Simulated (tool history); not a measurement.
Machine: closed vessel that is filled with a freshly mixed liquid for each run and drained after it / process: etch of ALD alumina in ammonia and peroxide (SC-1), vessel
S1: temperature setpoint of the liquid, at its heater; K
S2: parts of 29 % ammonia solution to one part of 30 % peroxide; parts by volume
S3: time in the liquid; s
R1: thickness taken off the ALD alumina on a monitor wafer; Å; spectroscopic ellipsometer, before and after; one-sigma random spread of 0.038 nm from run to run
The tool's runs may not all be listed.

| run | hour | S1 | S2 | S3 | R1 |
|---|---|---|---|---|---|
| 1 | 0 | 335.15 | 0.6 | 180 | 183.28 |
| 2 | 8.7 | 333.65 | 0.6 | 180 | 169.66 |
| 3 | 11.8 | 332.65 | 0.6 | 180 | 160.73 |
| 4 | 20.6 | 332.65 | 0.5 | 180 | 158.62 |
| 5 | 24.7 | 332.65 | 0.35 | 180 | 153.85 |
| 6 | 32.8 | 331.65 | 0.35 | 180 | 146.08 |
| 7 | 34.7 | 331.15 | 0.35 | 180 | 142.63 |
| 8 | 41.7 | 330.65 | 0.35 | 180 | 138.87 |

What does the tool deliver on the next run?
| 9 | 48.2 | 330.15 | 0.35 | 180 | ? |

{"run 9": {"R1": 134.72}}
